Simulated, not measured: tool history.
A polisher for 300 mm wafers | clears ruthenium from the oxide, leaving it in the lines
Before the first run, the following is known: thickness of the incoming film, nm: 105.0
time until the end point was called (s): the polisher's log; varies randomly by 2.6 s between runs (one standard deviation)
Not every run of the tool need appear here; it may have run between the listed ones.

run  hour  flow of slurry (ml/min)  pressure of the wafer on the pad (psi)  speed of the pad under the wafer (cm/s)  overpolish time after the end point (s)  time until the end point was called (s)
  1     0                      265                                     1.4                                       92                                       10                                   142.64
  2   5.5                      265                                     1.4                                      108                                       10                                   124.89
  3   6.2                      265                                     1.2                                      106                                       10                                   147.12
  4   8.3                      265                                     1.1                                      106                                       10                                   153.93
  5  16.8                      225                                     1.1                                      106                                       10                                   155.54
  6  19.9                      280                                     1.1                                      106                                       10                                   152.43
  7  26.5                      280                                       1                                      106                                       10                                   162.66

Predict the results of run 8:
  8  27.9                      280                                     0.9                                      106                                       10                                        ?

Run 8 yielded time until the end point was called (s) 184.26.
